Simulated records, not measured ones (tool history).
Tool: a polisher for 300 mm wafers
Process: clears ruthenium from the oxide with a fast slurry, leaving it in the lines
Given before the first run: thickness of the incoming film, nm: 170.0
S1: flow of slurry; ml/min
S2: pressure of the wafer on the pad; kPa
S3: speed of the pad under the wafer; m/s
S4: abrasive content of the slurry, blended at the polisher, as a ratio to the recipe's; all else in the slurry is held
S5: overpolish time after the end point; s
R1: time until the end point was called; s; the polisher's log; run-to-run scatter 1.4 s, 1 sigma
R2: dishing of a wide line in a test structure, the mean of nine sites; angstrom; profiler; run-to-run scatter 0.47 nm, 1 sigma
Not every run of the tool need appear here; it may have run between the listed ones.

Run 1, day 0.000: S1 165 ml/min, S2 17.9 kPa, S3 1.30 m/s, S4 1.00, S5 13 s. Result: R1 36.240 s, R2 485.06 angstrom.
Run 2, day 0.333: S1 160 ml/min, S2 15.9 kPa, S3 1.20 m/s, S4 1.00, S5 15 s. Result: R1 42.726 s, R2 467.74 angstrom.
Run 3, day 0.462: S1 160 ml/min, S2 15.9 kPa, S3 1.20 m/s, S4 1.00, S5 20 s. Result: R1 43.288 s, R2 584.04 angstrom.
Run 4, day 0.592: S1 160 ml/min, S2 15.9 kPa, S3 0.92 m/s, S4 1.00, S5 20 s. Result: R1 54.384 s, R2 490.64 angstrom.
Run 5, day 0.696: S1 160 ml/min, S2 15.9 kPa, S3 0.92 m/s, S4 1.15, S5 20 s. Result: R1 50.887 s, R2 517.12 angstrom.
Run 6, day 0.729: S1 185 ml/min, S2 15.9 kPa, S3 0.92 m/s, S4 1.15, S5 20 s. Result: R1 48.509 s, R2 523.29 angstrom.

Run 7, settings as shown, results not yet in. Your forecast:
Run 7, day 1.092: S1 175 ml/min, S2 14.5 kPa, S3 0.88 m/s, S4 1.15, S5 20 s. Result: R1 ?, R2 ?.

{"run 7": {"R1": 57.169, "R2": 460.47}}
